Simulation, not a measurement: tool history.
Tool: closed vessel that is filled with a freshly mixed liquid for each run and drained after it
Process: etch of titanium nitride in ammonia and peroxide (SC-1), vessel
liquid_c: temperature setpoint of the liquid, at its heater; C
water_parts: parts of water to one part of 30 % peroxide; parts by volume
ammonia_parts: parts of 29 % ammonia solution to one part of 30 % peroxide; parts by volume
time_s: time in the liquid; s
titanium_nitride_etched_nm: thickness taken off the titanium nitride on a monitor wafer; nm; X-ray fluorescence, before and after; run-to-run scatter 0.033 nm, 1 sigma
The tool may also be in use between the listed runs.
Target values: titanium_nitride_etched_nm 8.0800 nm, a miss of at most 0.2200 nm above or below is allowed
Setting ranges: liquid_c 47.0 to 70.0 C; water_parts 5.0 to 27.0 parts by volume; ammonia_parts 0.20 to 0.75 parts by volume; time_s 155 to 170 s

run	day	liquid_c	water_parts	ammonia_parts	time_s	titanium_nitride_etched_nm
1	0.000	63.0	15.0	0.45	155	18.9520
2	0.229	60.5	15.0	0.45	155	16.2010
3	0.338	58.5	15.0	0.45	155	14.2500
4	0.446	57.0	15.0	0.45	155	12.8710
5	0.546	57.0	18.0	0.45	155	11.6520
6	0.838	56.0	18.0	0.45	155	10.8470
7	0.938	55.0	18.0	0.45	155	10.1660
# day 1.196: ammonia flow meter replaced
8	1.196	54.5	18.0	0.45	155	9.9688
9	1.471	54.0	18.0	0.45	155	9.6123
10	1.812	53.5	18.0	0.45	155	9.2458

Which one of the following 4 next-run settings gets every result inside its allowed miss? There is exactly one.
A	2.154	53.5	21.0	0.50	155	?
B	2.154	52.0	24.0	0.50	170	?
C	2.154	49.0	19.5	0.45	170	?
D	2.154	53.0	18.0	0.45	165	?

move	titanium_nitride_etched_nm
A	8.7482
B	8.0315
C	7.1838
D	9.6172
A: closer than the last run, but not yet in spec
B: meets every target
C: takes the biggest miss from the last run beyond its target
D: misses by more than the last run did
Correct choice: B, which meets every target

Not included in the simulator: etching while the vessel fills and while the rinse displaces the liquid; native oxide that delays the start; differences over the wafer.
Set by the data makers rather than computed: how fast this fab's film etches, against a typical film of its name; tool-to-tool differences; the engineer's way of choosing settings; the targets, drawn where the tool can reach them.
